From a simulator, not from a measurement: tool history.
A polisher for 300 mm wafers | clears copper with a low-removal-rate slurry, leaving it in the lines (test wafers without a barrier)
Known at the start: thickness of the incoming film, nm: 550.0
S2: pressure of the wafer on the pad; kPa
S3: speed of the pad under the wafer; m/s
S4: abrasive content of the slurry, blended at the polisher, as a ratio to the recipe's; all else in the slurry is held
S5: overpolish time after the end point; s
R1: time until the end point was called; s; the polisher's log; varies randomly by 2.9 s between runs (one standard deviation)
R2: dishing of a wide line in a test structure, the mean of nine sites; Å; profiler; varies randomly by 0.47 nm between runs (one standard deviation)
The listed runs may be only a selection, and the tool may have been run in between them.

Run 1, hour 0: flow of slurry (ml/min) 175, S2 17.2 kPa, S3 1.42 m/s, S4 1, S5 10 s. Result: R1 161.36 s, R2 268.59 Å.
Run 2, hour 6.5: flow of slurry (ml/min) 170, S2 16.5 kPa, S3 1.42 m/s, S4 1, S5 12 s. Result: R1 167.22 s, R2 298.25 Å.
Run 3, hour 8.1: flow of slurry (ml/min) 170, S2 16.5 kPa, S3 1.42 m/s, S4 1, S5 16 s. Result: R1 169.39 s, R2 385.14 Å.
Run 4, hour 8.7: flow of slurry (ml/min) 170, S2 16.5 kPa, S3 1.42 m/s, S4 1, S5 12 s. Result: R1 166.61 s, R2 297.53 Å.
Run 5, hour 15.4: flow of slurry (ml/min) 170, S2 15.9 kPa, S3 1.42 m/s, S4 1, S5 13 s. Result: R1 172.14 s, R2 300.79 Å.
Run 6, hour 16.2: flow of slurry (ml/min) 170, S2 17.9 kPa, S3 1.42 m/s, S4 1, S5 13 s. Result: R1 151.67 s, R2 353.12 Å.
Run 7, hour 17.5: flow of slurry (ml/min) 150, S2 15.2 kPa, S3 1.34 m/s, S4 1, S5 17 s. Result: R1 192.79 s, R2 349.23 Å.

Estimate the outcome of run 8 from the log above:
Run 8, hour 19.4: flow of slurry (ml/min) 155, S2 15.2 kPa, S3 1.34 m/s, S4 1, S5 17 s. Result: R1 ?, R2 ?.

R1: 192.73 s
R2: 355.16 Å
